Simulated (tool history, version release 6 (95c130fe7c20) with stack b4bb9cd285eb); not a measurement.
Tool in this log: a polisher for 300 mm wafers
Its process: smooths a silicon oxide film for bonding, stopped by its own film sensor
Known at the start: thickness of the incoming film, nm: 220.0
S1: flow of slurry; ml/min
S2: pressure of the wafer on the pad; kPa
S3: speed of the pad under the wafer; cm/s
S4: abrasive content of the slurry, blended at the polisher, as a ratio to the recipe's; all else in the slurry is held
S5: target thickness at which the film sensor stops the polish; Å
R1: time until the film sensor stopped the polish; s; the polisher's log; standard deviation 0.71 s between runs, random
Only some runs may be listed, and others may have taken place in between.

run	hour	S1	S2	S3	S4	S5	R1
1	0.0	255	17.2	68	1.0	1880	53.370
2	2.8	255	16.5	68	1.0	1880	56.221
3	5.6	255	16.5	80	1.0	1880	51.672
4	7.8	255	15.9	80	1.0	1880	52.089
5	10.1	255	15.9	88	1.0	1880	49.760
6	11.4	255	15.2	88	1.0	1880	52.041
7	12.7	255	14.5	88	1.0	1880	54.944

What does the tool deliver on the next run?
8	16.1	255	13.1	88	1.0	1880	?

R1: 59.262 s
